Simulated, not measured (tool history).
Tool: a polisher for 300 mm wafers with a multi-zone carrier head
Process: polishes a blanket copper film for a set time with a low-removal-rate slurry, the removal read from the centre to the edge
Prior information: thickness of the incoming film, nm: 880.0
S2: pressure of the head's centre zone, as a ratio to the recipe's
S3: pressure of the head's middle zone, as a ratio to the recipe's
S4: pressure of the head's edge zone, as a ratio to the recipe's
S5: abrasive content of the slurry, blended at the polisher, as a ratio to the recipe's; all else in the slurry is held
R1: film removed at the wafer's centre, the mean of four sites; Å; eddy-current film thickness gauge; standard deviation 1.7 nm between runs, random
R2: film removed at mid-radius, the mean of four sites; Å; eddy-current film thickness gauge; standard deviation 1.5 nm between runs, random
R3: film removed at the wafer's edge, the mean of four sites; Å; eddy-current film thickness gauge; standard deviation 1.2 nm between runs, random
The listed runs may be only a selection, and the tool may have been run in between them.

run 1 hour=0.0 | flow_of_slurry_(ml/min)=200 S2=1.00 S3=1.00 S4=1.00 S5=1.00 polishing_time_(s)=42 | R1=1442.3 R2=1403.0 R3=1412.3
run 2 hour=5.2 | flow_of_slurry_(ml/min)=200 S2=1.00 S3=1.00 S4=0.93 S5=1.00 polishing_time_(s)=42 | R1=1384.7 R2=1395.9 R3=1345.4
run 3 hour=13.0 | flow_of_slurry_(ml/min)=200 S2=1.00 S3=1.00 S4=0.93 S5=0.85 polishing_time_(s)=42 | R1=1381.6 R2=1327.9 R3=1334.0
run 4 hour=15.1 | flow_of_slurry_(ml/min)=200 S2=1.00 S3=1.00 S4=0.89 S5=0.85 polishing_time_(s)=42 | R1=1393.4 R2=1331.3 R3=1296.4
run 5 hour=21.2 | flow_of_slurry_(ml/min)=195 S2=0.99 S3=0.99 S4=0.89 S5=0.85 polishing_time_(s)=42 | R1=1340.1 R2=1365.8 R3=1304.0
run 6 hour=25.1 | flow_of_slurry_(ml/min)=195 S2=0.99 S3=1.07 S4=0.89 S5=0.85 polishing_time_(s)=42 | R1=1379.7 R2=1443.9 R3=1316.4
run 7 hour=29.0 | flow_of_slurry_(ml/min)=195 S2=0.99 S3=1.07 S4=0.89 S5=0.85 polishing_time_(s)=42 | R1=1347.2 R2=1406.0 R3=1285.3

Run 8, settings as shown, results not yet in. Your forecast:
run 8 hour=33.3 | flow_of_slurry_(ml/min)=190 S2=0.98 S3=1.05 S4=0.90 S5=0.80 polishing_time_(s)=42 | R1=? R2=? R3=?

R1: 1362.7 Å
R2: 1398.0 Å
R3: 1287.5 Å
